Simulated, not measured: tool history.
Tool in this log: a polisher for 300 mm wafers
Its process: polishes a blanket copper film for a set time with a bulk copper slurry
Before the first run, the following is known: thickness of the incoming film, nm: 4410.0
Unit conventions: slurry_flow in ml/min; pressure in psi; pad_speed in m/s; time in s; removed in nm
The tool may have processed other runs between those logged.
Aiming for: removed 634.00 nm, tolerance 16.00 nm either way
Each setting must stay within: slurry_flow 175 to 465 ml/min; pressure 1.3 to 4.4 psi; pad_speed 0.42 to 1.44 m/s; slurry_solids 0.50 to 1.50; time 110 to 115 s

{"run": 1, "hour": 0.0, "slurry_flow": 295, "pressure": 2.8, "pad_speed": 0.92, "slurry_solids": 1.0, "time": 110, "removed": 769.42}
{"run": 2, "hour": 6.1, "slurry_flow": 295, "pressure": 2.7, "pad_speed": 0.92, "slurry_solids": 1.0, "time": 110, "removed": 746.81}
{"run": 3, "hour": 15.0, "slurry_flow": 295, "pressure": 2.7, "pad_speed": 1.02, "slurry_solids": 1.0, "time": 110, "removed": 820.39}
{"run": 4, "hour": 24.0, "slurry_flow": 295, "pressure": 3.4, "pad_speed": 1.02, "slurry_solids": 1.0, "time": 110, "removed": 1031.2}
{"run": 5, "hour": 25.2, "slurry_flow": 295, "pressure": 3.2, "pad_speed": 1.02, "slurry_solids": 1.0, "time": 110, "removed": 964.4}
{"run": 6, "hour": 27.7, "slurry_flow": 295, "pressure": 3.0, "pad_speed": 1.02, "slurry_solids": 1.0, "time": 110, "removed": 908.99}
{"run": 7, "hour": 30.4, "slurry_flow": 295, "pressure": 2.9, "pad_speed": 1.02, "slurry_solids": 1.0, "time": 110, "removed": 879.37}
{"run": 8, "hour": 37.2, "slurry_flow": 295, "pressure": 2.8, "pad_speed": 1.02, "slurry_solids": 1.0, "time": 110, "removed": 841.16}
{"run": 9, "hour": 38.0, "slurry_flow": 295, "pressure": 2.7, "pad_speed": 1.02, "slurry_solids": 1.0, "time": 110, "removed": 813.67}
{"run": 10, "hour": 41.6, "slurry_flow": 295, "pressure": 2.6, "pad_speed": 1.02, "slurry_solids": 1.0, "time": 110, "removed": 802.39}
{"run": 11, "hour": 46.2, "slurry_flow": 295, "pressure": 2.5, "pad_speed": 1.02, "slurry_solids": 1.0, "time": 110, "removed": 762.45}
{"run": 12, "hour": 51.2, "slurry_flow": 295, "pressure": 2.4, "pad_speed": 1.02, "slurry_solids": 1.0, "time": 110, "removed": 735.82}
{"run": 13, "hour": 54.3, "slurry_flow": 295, "pressure": 2.3, "pad_speed": 1.02, "slurry_solids": 1.0, "time": 110, "removed": 700.6}

Next run, 4 choices. One meets every target within its allowed miss, the rest don't. Which?
{"run": "A", "hour": 57.4, "slurry_flow": 260, "pressure": 1.5, "pad_speed": 1.22, "slurry_solids": 1.45, "time": 110, "removed": "?"}
{"run": "B", "hour": 57.4, "slurry_flow": 365, "pressure": 2.4, "pad_speed": 1.1, "slurry_solids": 0.95, "time": 110, "removed": "?"}
{"run": "C", "hour": 57.4, "slurry_flow": 330, "pressure": 2.9, "pad_speed": 0.9, "slurry_solids": 0.85, "time": 115, "removed": "?"}
{"run": "D", "hour": 57.4, "slurry_flow": 350, "pressure": 1.8, "pad_speed": 1.1, "slurry_solids": 0.95, "time": 115, "removed": "?"}

move=A removed=597.31
move=B removed=794.38
move=C removed=793.98
move=D removed=627.96
A: the result that was furthest off in the last run now lies on the other side of its target
B: moves away from the targets compared with the last run
C: moves away from the targets compared with the last run
D: every result lands within tolerance
The right move is D.
